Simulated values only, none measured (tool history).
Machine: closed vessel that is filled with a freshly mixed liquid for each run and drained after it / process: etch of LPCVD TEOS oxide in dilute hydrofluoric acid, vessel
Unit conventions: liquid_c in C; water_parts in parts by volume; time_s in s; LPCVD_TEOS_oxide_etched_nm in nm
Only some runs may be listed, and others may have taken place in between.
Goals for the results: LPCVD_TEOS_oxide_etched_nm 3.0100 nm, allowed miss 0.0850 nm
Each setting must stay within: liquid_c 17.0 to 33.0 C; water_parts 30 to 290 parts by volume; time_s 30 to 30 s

run 1 hour=0.0 | liquid_c=25.0 water_parts=160 time_s=30 | LPCVD_TEOS_oxide_etched_nm=4.0625
run 2 hour=4.4 | liquid_c=23.0 water_parts=160 time_s=30 | LPCVD_TEOS_oxide_etched_nm=3.7434
run 3 hour=13.6 | liquid_c=23.0 water_parts=125 time_s=30 | LPCVD_TEOS_oxide_etched_nm=4.9848
run 4 hour=21.1 | liquid_c=23.0 water_parts=125 time_s=30 | LPCVD_TEOS_oxide_etched_nm=5.0128
run 5 hour=28.3 | liquid_c=20.0 water_parts=125 time_s=30 | LPCVD_TEOS_oxide_etched_nm=4.4623
run 6 hour=35.2 | liquid_c=20.0 water_parts=90 time_s=30 | LPCVD_TEOS_oxide_etched_nm=6.4404
run 7 hour=38.1 | liquid_c=20.0 water_parts=90 time_s=30 | LPCVD_TEOS_oxide_etched_nm=6.4071
run 8 hour=47.3 | liquid_c=19.0 water_parts=110 time_s=30 | LPCVD_TEOS_oxide_etched_nm=4.9254
run 9 hour=50.7 | liquid_c=18.5 water_parts=120 time_s=30 | LPCVD_TEOS_oxide_etched_nm=4.3848
run 10 hour=55.3 | liquid_c=18.0 water_parts=130 time_s=30 | LPCVD_TEOS_oxide_etched_nm=3.9182
run 11 hour=59.0 | liquid_c=17.5 water_parts=135 time_s=30 | LPCVD_TEOS_oxide_etched_nm=3.6774
run 12 hour=63.7 | liquid_c=17.5 water_parts=140 time_s=30 | LPCVD_TEOS_oxide_etched_nm=3.5110
run 13 hour=66.0 | liquid_c=17.5 water_parts=145 time_s=30 | LPCVD_TEOS_oxide_etched_nm=3.3696
run 14 hour=71.2 | liquid_c=17.5 water_parts=150 time_s=30 | LPCVD_TEOS_oxide_etched_nm=3.2600
-- hour=78.6 hydrofluoric acid flow meter replaced
run 15 hour=78.6 | liquid_c=17.0 water_parts=155 time_s=30 | LPCVD_TEOS_oxide_etched_nm=3.3841
run 16 hour=80.5 | liquid_c=17.0 water_parts=160 time_s=30 | LPCVD_TEOS_oxide_etched_nm=3.2542
run 17 hour=86.9 | liquid_c=17.0 water_parts=165 time_s=30 | LPCVD_TEOS_oxide_etched_nm=3.1093

Next run, 5 choices. One meets every target within its allowed miss, the rest don't. Which?
run A hour=93.3 | liquid_c=17.0 water_parts=180 time_s=30 | LPCVD_TEOS_oxide_etched_nm=?
run B hour=93.3 | liquid_c=17.5 water_parts=180 time_s=30 | LPCVD_TEOS_oxide_etched_nm=?
run C hour=93.3 | liquid_c=18.0 water_parts=175 time_s=30 | LPCVD_TEOS_oxide_etched_nm=?
run D hour=93.3 | liquid_c=17.0 water_parts=185 time_s=30 | LPCVD_TEOS_oxide_etched_nm=?
run E hour=93.3 | liquid_c=17.0 water_parts=160 time_s=30 | LPCVD_TEOS_oxide_etched_nm=?

move=A LPCVD_TEOS_oxide_etched_nm=2.8415
move=B LPCVD_TEOS_oxide_etched_nm=2.8992
move=C LPCVD_TEOS_oxide_etched_nm=3.0570
move=D LPCVD_TEOS_oxide_etched_nm=2.7518
move=E LPCVD_TEOS_oxide_etched_nm=3.2578
A: pushes the last run's worst result past its target
B: pushes the last run's worst result past its target
C: hits every target within its allowed miss
D: pushes the last run's worst result past its target
E: moves away from the targets compared with the last run
So the answer is move C, the one that meets all the targets.

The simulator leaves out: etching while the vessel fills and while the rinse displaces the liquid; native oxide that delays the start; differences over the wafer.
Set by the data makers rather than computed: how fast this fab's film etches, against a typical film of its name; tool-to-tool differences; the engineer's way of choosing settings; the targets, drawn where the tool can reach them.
